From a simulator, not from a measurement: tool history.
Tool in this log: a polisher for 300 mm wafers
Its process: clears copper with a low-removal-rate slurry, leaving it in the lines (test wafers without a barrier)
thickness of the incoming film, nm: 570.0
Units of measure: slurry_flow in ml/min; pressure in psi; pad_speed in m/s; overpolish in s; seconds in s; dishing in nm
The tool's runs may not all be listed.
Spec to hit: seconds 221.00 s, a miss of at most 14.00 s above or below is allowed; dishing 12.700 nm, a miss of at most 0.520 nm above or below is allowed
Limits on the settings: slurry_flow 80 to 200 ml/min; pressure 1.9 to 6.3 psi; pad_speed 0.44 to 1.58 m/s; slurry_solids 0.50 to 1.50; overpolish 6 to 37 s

run 1 hour=0.0 | slurry_flow=130 pressure=4.1 pad_speed=1.00 slurry_solids=1.00 overpolish=19 | seconds=152.08 dishing=56.057
run 2 hour=1.2 | slurry_flow=130 pressure=3.8 pad_speed=0.96 slurry_solids=1.00 overpolish=17 | seconds=170.66 dishing=44.982
run 3 hour=4.3 | slurry_flow=130 pressure=3.8 pad_speed=1.08 slurry_solids=1.00 overpolish=17 | seconds=151.43 dishing=49.045
run 4 hour=9.7 | slurry_flow=130 pressure=3.8 pad_speed=1.32 slurry_solids=1.00 overpolish=17 | seconds=121.56 dishing=57.318
run 5 hour=15.7 | slurry_flow=130 pressure=3.8 pad_speed=1.32 slurry_solids=1.00 overpolish=10 | seconds=126.07 dishing=35.135
run 6 hour=24.6 | slurry_flow=130 pressure=3.8 pad_speed=1.06 slurry_solids=1.00 overpolish=10 | seconds=151.51 dishing=30.409
run 7 hour=26.6 | slurry_flow=125 pressure=3.5 pad_speed=1.08 slurry_solids=0.95 overpolish=9 | seconds=161.80 dishing=25.502
run 8 hour=34.7 | slurry_flow=125 pressure=3.3 pad_speed=1.08 slurry_solids=0.90 overpolish=9 | seconds=166.18 dishing=23.953
run 9 hour=43.1 | slurry_flow=125 pressure=3.1 pad_speed=1.08 slurry_solids=0.85 overpolish=9 | seconds=182.88 dishing=22.819
run 10 hour=45.8 | slurry_flow=120 pressure=2.9 pad_speed=1.10 slurry_solids=0.80 overpolish=9 | seconds=200.83 dishing=20.707
run 11 hour=50.7 | slurry_flow=115 pressure=2.8 pad_speed=1.14 slurry_solids=0.75 overpolish=9 | seconds=202.64 dishing=20.397
run 12 hour=53.3 | slurry_flow=115 pressure=2.7 pad_speed=1.14 slurry_solids=0.70 overpolish=9 | seconds=214.81 dishing=19.328
-- hour=59.6 head pressure recalibrated
run 13 hour=59.6 | slurry_flow=110 pressure=2.6 pad_speed=1.16 slurry_solids=0.70 overpolish=9 | seconds=238.80 dishing=16.992
run 14 hour=63.3 | slurry_flow=105 pressure=2.6 pad_speed=1.22 slurry_solids=0.70 overpolish=9 | seconds=235.70 dishing=18.087
run 15 hour=66.5 | slurry_flow=115 pressure=2.5 pad_speed=1.18 slurry_solids=0.65 overpolish=9 | seconds=254.26 dishing=17.262
run 16 hour=75.5 | slurry_flow=110 pressure=2.4 pad_speed=1.16 slurry_solids=0.70 overpolish=9 | seconds=257.99 dishing=15.774
run 17 hour=79.4 | slurry_flow=110 pressure=2.4 pad_speed=1.16 slurry_solids=0.75 overpolish=9 | seconds=261.81 dishing=16.292

Consider the 5 candidate settings below. Which is the only one whose results all fall within their allowed miss of target?
run A hour=83.3 | slurry_flow=105 pressure=1.9 pad_speed=1.24 slurry_solids=0.95 overpolish=11 | seconds=? dishing=?
run B hour=83.3 | slurry_flow=120 pressure=2.0 pad_speed=1.38 slurry_solids=0.75 overpolish=7 | seconds=? dishing=?
run C hour=83.3 | slurry_flow=110 pressure=3.1 pad_speed=1.08 slurry_solids=0.60 overpolish=6 | seconds=? dishing=?
run D hour=83.3 | slurry_flow=105 pressure=2.4 pad_speed=1.16 slurry_solids=0.85 overpolish=6 | seconds=? dishing=?
run E hour=83.3 | slurry_flow=120 pressure=2.2 pad_speed=0.90 slurry_solids=0.85 overpolish=15 | seconds=? dishing=?

move=A seconds=291.29 dishing=17.171
move=B seconds=254.07 dishing=12.728
move=C seconds=218.33 dishing=12.785
move=D seconds=252.05 dishing=11.086
move=E seconds=330.66 dishing=20.488
A: misses by more than the last run did
B: puts the biggest miss on target and leaves a different result outside tolerance
C: in spec on every target
D: carries the result that was furthest off beyond its target, to the other side
E: misses by more than the last run did
C meets every target.

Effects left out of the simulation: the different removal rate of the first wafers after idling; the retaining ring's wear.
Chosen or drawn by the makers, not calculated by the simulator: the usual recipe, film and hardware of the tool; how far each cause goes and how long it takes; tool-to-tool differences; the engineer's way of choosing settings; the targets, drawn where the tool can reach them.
